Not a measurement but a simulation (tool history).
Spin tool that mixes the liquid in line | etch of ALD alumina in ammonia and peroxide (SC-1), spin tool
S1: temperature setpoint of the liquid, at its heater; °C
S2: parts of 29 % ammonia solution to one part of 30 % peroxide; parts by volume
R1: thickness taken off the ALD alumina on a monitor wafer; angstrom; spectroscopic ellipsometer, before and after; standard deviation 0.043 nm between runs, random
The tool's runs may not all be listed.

Run 1, hour 0: S1 61 °C, S2 0.7 parts by volume, time under the liquid (s) 130. Result: R1 76.59 angstrom.
Run 2, hour 5: S1 61 °C, S2 0.7 parts by volume, time under the liquid (s) 130. Result: R1 76.478 angstrom.
Run 3, hour 5.9: S1 68 °C, S2 0.7 parts by volume, time under the liquid (s) 130. Result: R1 107.61 angstrom.
Run 4, hour 11.6: S1 66.5 °C, S2 0.7 parts by volume, time under the liquid (s) 130. Result: R1 98.847 angstrom.
Run 5, hour 15.5: S1 66.5 °C, S2 0.7 parts by volume, time under the liquid (s) 140. Result: R1 106.57 angstrom.
Run 6, hour 16.9: S1 62 °C, S2 0.7 parts by volume, time under the liquid (s) 140. Result: R1 86.229 angstrom.
Run 7, hour 20.3: S1 61 °C, S2 0.7 parts by volume, time under the liquid (s) 140. Result: R1 82.067 angstrom.
Run 8, hour 22.8: S1 60 °C, S2 0.7 parts by volume, time under the liquid (s) 140. Result: R1 77.722 angstrom.
Run 9, hour 31.3: S1 59 °C, S2 0.7 parts by volume, time under the liquid (s) 140. Result: R1 73.776 angstrom.
Run 10, hour 39.2: S1 58 °C, S2 0.7 parts by volume, time under the liquid (s) 140. Result: R1 70.277 angstrom.
Run 11, hour 46.3: S1 57 °C, S2 0.7 parts by volume, time under the liquid (s) 140. Result: R1 66.981 angstrom.
Run 12, hour 52.4: S1 56.5 °C, S2 0.7 parts by volume, time under the liquid (s) 140. Result: R1 65.414 angstrom.
Run 13, hour 55.2: S1 56 °C, S2 0.7 parts by volume, time under the liquid (s) 140. Result: R1 64.236 angstrom.

What will run 14 give?
Run 14, hour 64: S1 55.5 °C, S2 0.7 parts by volume, time under the liquid (s) 140. Result: R1 ?.

R1: 61.624 angstrom
